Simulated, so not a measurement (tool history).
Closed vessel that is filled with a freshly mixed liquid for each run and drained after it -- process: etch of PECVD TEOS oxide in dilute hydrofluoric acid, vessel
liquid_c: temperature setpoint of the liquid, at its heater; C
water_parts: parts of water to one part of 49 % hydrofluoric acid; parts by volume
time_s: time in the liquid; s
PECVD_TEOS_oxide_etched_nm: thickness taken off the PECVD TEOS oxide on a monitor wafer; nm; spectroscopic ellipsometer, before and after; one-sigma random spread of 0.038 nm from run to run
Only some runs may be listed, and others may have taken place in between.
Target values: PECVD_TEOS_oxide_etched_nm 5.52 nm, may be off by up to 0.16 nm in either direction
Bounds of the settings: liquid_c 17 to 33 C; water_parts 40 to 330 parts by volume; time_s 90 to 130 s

{"run": 1, "day": 0.0, "liquid_c": 25, "water_parts": 185, "time_s": 130, "PECVD_TEOS_oxide_etched_nm": 8.6149}
{"run": 2, "day": 0.229, "liquid_c": 25, "water_parts": 185, "time_s": 90, "PECVD_TEOS_oxide_etched_nm": 6.0039}
{"run": 3, "day": 0.462, "liquid_c": 24.5, "water_parts": 185, "time_s": 90, "PECVD_TEOS_oxide_etched_nm": 5.94}
{"run": 4, "day": 0.504, "liquid_c": 24, "water_parts": 185, "time_s": 90, "PECVD_TEOS_oxide_etched_nm": 5.8941}
{"run": 5, "day": 0.55, "liquid_c": 23.5, "water_parts": 185, "time_s": 90, "PECVD_TEOS_oxide_etched_nm": 5.7338}
{"run": 6, "day": 0.617, "liquid_c": 23.5, "water_parts": 185, "time_s": 130, "PECVD_TEOS_oxide_etched_nm": 8.0828}
{"run": 7, "day": 0.767, "liquid_c": 23.5, "water_parts": 195, "time_s": 130, "PECVD_TEOS_oxide_etched_nm": 7.6724}
{"run": 8, "day": 0.95, "liquid_c": 19.5, "water_parts": 215, "time_s": 130, "PECVD_TEOS_oxide_etched_nm": 5.9564}
{"run": 9, "day": 1.054, "liquid_c": 19, "water_parts": 215, "time_s": 130, "PECVD_TEOS_oxide_etched_nm": 5.757}

Pick the move, out of 4, that brings all results within their allowed miss; only one does.
{"run": "A", "day": 1.158, "liquid_c": 21.5, "water_parts": 240, "time_s": 130, "PECVD_TEOS_oxide_etched_nm": "?"}
{"run": "B", "day": 1.158, "liquid_c": 20, "water_parts": 210, "time_s": 125, "PECVD_TEOS_oxide_etched_nm": "?"}
{"run": "C", "day": 1.158, "liquid_c": 20, "water_parts": 205, "time_s": 130, "PECVD_TEOS_oxide_etched_nm": "?"}
{"run": "D", "day": 1.158, "liquid_c": 18.5, "water_parts": 185, "time_s": 120, "PECVD_TEOS_oxide_etched_nm": "?"}

move=A PECVD_TEOS_oxide_etched_nm=5.5418
move=B PECVD_TEOS_oxide_etched_nm=5.9252
move=C PECVD_TEOS_oxide_etched_nm=6.3433
move=D PECVD_TEOS_oxide_etched_nm=6.2392
A: every result lands within tolerance
B: lands further from the targets than the last run did
C: lands further from the targets than the last run did
D: lands further from the targets than the last run did
The move that meets every target is A.
